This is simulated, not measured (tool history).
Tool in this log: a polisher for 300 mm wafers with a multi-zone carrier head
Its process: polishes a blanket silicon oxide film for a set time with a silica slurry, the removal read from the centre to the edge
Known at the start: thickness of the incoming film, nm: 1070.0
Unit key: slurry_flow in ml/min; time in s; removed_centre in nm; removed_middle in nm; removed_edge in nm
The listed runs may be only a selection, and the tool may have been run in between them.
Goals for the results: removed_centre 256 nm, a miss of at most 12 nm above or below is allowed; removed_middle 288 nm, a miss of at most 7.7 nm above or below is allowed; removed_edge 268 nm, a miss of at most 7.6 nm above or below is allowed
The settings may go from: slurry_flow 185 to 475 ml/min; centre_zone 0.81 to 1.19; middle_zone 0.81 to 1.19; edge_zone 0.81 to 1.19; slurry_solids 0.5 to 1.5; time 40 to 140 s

run,hour,slurry_flow,centre_zone,middle_zone,edge_zone,slurry_solids,time,removed_centre,removed_middle,removed_edge
1,0,305,1,1,1,1,90,167.94,165.91,167.98
2,5.8,305,0.94,1,1,1,90,154.61,166.2,168.05
3,7.5,310,0.95,1.02,1.02,1.1,92,172.06,182.34,183.08
4,12,310,0.95,1.02,1.06,1.1,92,167.89,185.54,189.27
5,20.3,315,0.97,1.04,1.08,1.15,93,181.99,191.47,196.58
6,23.6,320,0.97,1.06,1.08,1.2,95,185.55,203.34,202.27
7,32.3,325,0.98,1.08,1.09,1.25,97,194.44,216.72,211.87
8,36.6,330,0.99,1.09,1.1,1.3,99,206.78,226.82,223.59
9,39,335,1,1.1,1.11,1.35,100,212.31,234.18,229.29
10,44.3,335,1.01,1.11,1.12,1.35,101,214.27,238.97,232.96
11,49.4,340,1.02,1.12,1.12,1.35,102,223.29,245.21,237.84
12,52,345,1.03,1.13,1.13,1.35,103,229.27,244.91,238.25

Exercise: of the 4 proposed moves below, exactly one satisfies all targets within the stated allowed misses. Which move is it?
A,54.6,335,0.95,1.1,1.18,1.5,108,?,?,?
B,54.6,345,0.97,1.17,1.1,1.4,106,?,?,?
C,54.6,350,0.99,1.15,1.08,1.45,115,?,?,?
D,54.6,290,0.9,1.19,1.02,1.5,111,?,?,?

move,removed_centre,removed_middle,removed_edge
A,241.42,260.51,269.4
B,235.73,263.26,248.56
C,264.41,285.83,271.38
D,232.28,281.4,253.38
A: closer than the last run, but not yet in spec
B: closer than the last run, but not yet in spec
C: each result inside its tolerance
D: puts the biggest miss on target and leaves a different result outside tolerance
Move C is the one to make.

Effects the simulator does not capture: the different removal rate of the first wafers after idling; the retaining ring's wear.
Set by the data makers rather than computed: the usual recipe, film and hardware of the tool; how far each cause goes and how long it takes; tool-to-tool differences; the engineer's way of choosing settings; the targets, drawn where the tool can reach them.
